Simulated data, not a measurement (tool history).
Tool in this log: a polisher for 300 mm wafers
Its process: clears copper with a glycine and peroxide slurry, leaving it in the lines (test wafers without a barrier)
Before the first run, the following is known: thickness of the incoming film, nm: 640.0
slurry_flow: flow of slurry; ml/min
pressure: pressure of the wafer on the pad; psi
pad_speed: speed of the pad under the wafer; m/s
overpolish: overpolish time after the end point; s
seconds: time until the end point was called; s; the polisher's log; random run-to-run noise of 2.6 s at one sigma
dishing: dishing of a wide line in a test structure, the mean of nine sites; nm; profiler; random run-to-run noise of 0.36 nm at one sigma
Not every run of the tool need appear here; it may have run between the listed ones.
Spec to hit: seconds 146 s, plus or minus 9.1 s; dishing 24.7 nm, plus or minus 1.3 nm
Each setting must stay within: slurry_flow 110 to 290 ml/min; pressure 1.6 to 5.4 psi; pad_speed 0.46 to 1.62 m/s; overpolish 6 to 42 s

{"run": 1, "hour": 0.0, "slurry_flow": 185, "pressure": 3.5, "pad_speed": 1.04, "overpolish": 21, "seconds": 114.33, "dishing": 71.131}
{"run": 2, "hour": 4.5, "slurry_flow": 165, "pressure": 3, "pad_speed": 1.06, "overpolish": 17, "seconds": 134.23, "dishing": 56.999}
{"run": 3, "hour": 7.1, "slurry_flow": 165, "pressure": 3, "pad_speed": 1.06, "overpolish": 10, "seconds": 133.5, "dishing": 36.199}
{"run": 4, "hour": 11.6, "slurry_flow": 165, "pressure": 3, "pad_speed": 1.06, "overpolish": 13, "seconds": 135.46, "dishing": 45.265}
{"run": 5, "hour": 12.2, "slurry_flow": 165, "pressure": 3, "pad_speed": 1.18, "overpolish": 13, "seconds": 122.56, "dishing": 47.922}
{"run": 6, "hour": 19.1, "slurry_flow": 200, "pressure": 3, "pad_speed": 1.18, "overpolish": 13, "seconds": 120.91, "dishing": 48.225}
{"run": 7, "hour": 26.2, "slurry_flow": 200, "pressure": 3.3, "pad_speed": 0.98, "overpolish": 11, "seconds": 122.7, "dishing": 39.668}
{"run": 8, "hour": 27.4, "slurry_flow": 210, "pressure": 3.2, "pad_speed": 0.9, "overpolish": 10, "seconds": 140.67, "dishing": 35.708}
{"run": 9, "hour": 29.5, "slurry_flow": 160, "pressure": 2.2, "pad_speed": 1.18, "overpolish": 6, "seconds": 153.62, "dishing": 19.421}
{"run": 10, "hour": 31.7, "slurry_flow": 160, "pressure": 2.3, "pad_speed": 1.16, "overpolish": 6, "seconds": 154.67, "dishing": 19.822}
{"run": 11, "hour": 37.9, "slurry_flow": 160, "pressure": 2.4, "pad_speed": 1.14, "overpolish": 6, "seconds": 151.47, "dishing": 20.606}
{"run": 12, "hour": 44.3, "slurry_flow": 160, "pressure": 2.5, "pad_speed": 1.12, "overpolish": 6, "seconds": 146.06, "dishing": 20.86}

Pick the move, out of 4, that brings all results within their allowed miss; only one does.
{"run": "A", "hour": 50.7, "slurry_flow": 140, "pressure": 2.8, "pad_speed": 1.02, "overpolish": 8, "seconds": "?", "dishing": "?"}
{"run": "B", "hour": 50.7, "slurry_flow": 145, "pressure": 2.8, "pad_speed": 0.92, "overpolish": 9, "seconds": "?", "dishing": "?"}
{"run": "C", "hour": 50.7, "slurry_flow": 175, "pressure": 2, "pad_speed": 1.44, "overpolish": 8, "seconds": "?", "dishing": "?"}
{"run": "D", "hour": 50.7, "slurry_flow": 170, "pressure": 2.9, "pad_speed": 0.98, "overpolish": 7, "seconds": "?", "dishing": "?"}

move=A seconds=146.39 dishing=27.432
move=B seconds=156.81 dishing=28.684
move=C seconds=146.04 dishing=27.068
move=D seconds=142.87 dishing=24.922
A: takes the result that was furthest off past its target
B: takes the result that was furthest off past its target
C: takes the result that was furthest off past its target
D: every result within its allowed miss
The right move is D.
